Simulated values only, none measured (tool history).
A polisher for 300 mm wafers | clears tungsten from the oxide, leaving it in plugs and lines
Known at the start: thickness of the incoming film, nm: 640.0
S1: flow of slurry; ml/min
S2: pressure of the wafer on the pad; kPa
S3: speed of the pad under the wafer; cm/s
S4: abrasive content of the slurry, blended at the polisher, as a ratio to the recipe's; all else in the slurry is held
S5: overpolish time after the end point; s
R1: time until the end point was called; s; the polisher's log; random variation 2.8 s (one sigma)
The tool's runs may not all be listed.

{"run": 1, "hour": 0.0, "S1": 220, "S2": 26.2, "S3": 108, "S4": 1, "S5": 4, "R1": 151.63}
{"run": 2, "hour": 4.5, "S1": 220, "S2": 26.2, "S3": 108, "S4": 1, "S5": 4, "R1": 152.54}
{"run": 3, "hour": 11.6, "S1": 220, "S2": 26.2, "S3": 108, "S4": 1.1, "S5": 4, "R1": 145.95}
{"run": 4, "hour": 12.5, "S1": 220, "S2": 24.8, "S3": 106, "S4": 1.1, "S5": 4, "R1": 159.25}
{"run": 5, "hour": 16.9, "S1": 245, "S2": 24.8, "S3": 106, "S4": 1.1, "S5": 4, "R1": 156.46}
{"run": 6, "hour": 19.6, "S1": 215, "S2": 24.8, "S3": 106, "S4": 1.1, "S5": 4, "R1": 159.37}
{"run": 7, "hour": 24.0, "S1": 205, "S2": 17.9, "S3": 94, "S4": 1.1, "S5": 4, "R1": 248.59}

Forecast run 8:
{"run": 8, "hour": 31.1, "S1": 205, "S2": 17.2, "S3": 94, "S4": 1.1, "S5": 4, "R1": "?"}

R1: 252.44 s
